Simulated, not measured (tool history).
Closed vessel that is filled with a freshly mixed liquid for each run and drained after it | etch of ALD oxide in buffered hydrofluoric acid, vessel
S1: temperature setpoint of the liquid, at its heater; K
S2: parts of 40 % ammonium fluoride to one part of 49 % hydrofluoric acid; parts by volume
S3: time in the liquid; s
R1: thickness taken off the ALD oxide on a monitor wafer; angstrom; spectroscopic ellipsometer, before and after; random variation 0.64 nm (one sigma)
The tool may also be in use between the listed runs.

{"run": 1, "hour": 0.0, "S1": 296.15, "S2": 19.5, "S3": 100, "R1": 1270.1}
{"run": 2, "hour": 6.6, "S1": 299.15, "S2": 19.5, "S3": 100, "R1": 1496.8}
{"run": 3, "hour": 8.5, "S1": 299.15, "S2": 24.0, "S3": 100, "R1": 1284.9}
{"run": 4, "hour": 15.4, "S1": 296.65, "S2": 24.0, "S3": 100, "R1": 1122.0}
{"run": 5, "hour": 21.0, "S1": 300.15, "S2": 24.0, "S3": 100, "R1": 1346.2}
{"run": 6, "hour": 28.9, "S1": 303.15, "S2": 24.0, "S3": 100, "R1": 1606.7}
{"run": 7, "hour": 30.8, "S1": 299.15, "S2": 24.0, "S3": 100, "R1": 1297.2}

Run 8 comes next. What will it give?
{"hour": 35.1, "done": "thermometer replaced"}
{"run": 8, "hour": 35.1, "S1": 299.15, "S2": 24.0, "S3": 100, "R1": "?"}

{"run 8": {"R1": 1421.7}}

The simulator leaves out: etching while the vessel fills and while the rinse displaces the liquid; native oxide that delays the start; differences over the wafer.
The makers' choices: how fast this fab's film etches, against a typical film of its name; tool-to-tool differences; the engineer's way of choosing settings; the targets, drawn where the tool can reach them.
